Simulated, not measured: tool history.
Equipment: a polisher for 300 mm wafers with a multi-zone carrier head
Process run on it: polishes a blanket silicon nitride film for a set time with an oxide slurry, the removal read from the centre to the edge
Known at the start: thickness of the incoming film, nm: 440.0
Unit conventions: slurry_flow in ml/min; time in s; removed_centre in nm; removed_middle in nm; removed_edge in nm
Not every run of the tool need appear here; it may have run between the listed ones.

{"run": 1, "day": 0.0, "slurry_flow": 135, "centre_zone": 1.0, "middle_zone": 1.0, "edge_zone": 1.0, "slurry_solids": 1.0, "time": 62, "removed_centre": 45.95, "removed_middle": 45.384, "removed_edge": 46.274}
{"run": 2, "day": 0.217, "slurry_flow": 130, "centre_zone": 0.98, "middle_zone": 0.98, "edge_zone": 1.0, "slurry_solids": 0.95, "time": 62, "removed_centre": 44.127, "removed_middle": 43.679, "removed_edge": 45.591}
{"run": 3, "day": 0.271, "slurry_flow": 130, "centre_zone": 0.98, "middle_zone": 0.98, "edge_zone": 1.05, "slurry_solids": 0.95, "time": 62, "removed_centre": 43.466, "removed_middle": 43.733, "removed_edge": 46.494}
{"run": 4, "day": 0.483, "slurry_flow": 145, "centre_zone": 0.98, "middle_zone": 0.98, "edge_zone": 1.05, "slurry_solids": 0.95, "time": 62, "removed_centre": 44.939, "removed_middle": 44.994, "removed_edge": 47.383}
{"run": 5, "day": 0.592, "slurry_flow": 145, "centre_zone": 0.98, "middle_zone": 0.92, "edge_zone": 1.05, "slurry_solids": 0.95, "time": 62, "removed_centre": 45.333, "removed_middle": 42.081, "removed_edge": 46.941}
{"run": 6, "day": 0.938, "slurry_flow": 145, "centre_zone": 0.98, "middle_zone": 0.88, "edge_zone": 1.05, "slurry_solids": 0.95, "time": 62, "removed_centre": 46.11, "removed_middle": 41.129, "removed_edge": 46.896}

What does the tool deliver on the next run?
{"run": 7, "day": 0.992, "slurry_flow": 140, "centre_zone": 0.96, "middle_zone": 0.88, "edge_zone": 1.05, "slurry_solids": 0.9, "time": 62, "removed_centre": "?", "removed_middle": "?", "removed_edge": "?"}

Logged for run 7: removed_centre 42.293 nm, removed_middle 39.797 nm, removed_edge 46.220 nm.

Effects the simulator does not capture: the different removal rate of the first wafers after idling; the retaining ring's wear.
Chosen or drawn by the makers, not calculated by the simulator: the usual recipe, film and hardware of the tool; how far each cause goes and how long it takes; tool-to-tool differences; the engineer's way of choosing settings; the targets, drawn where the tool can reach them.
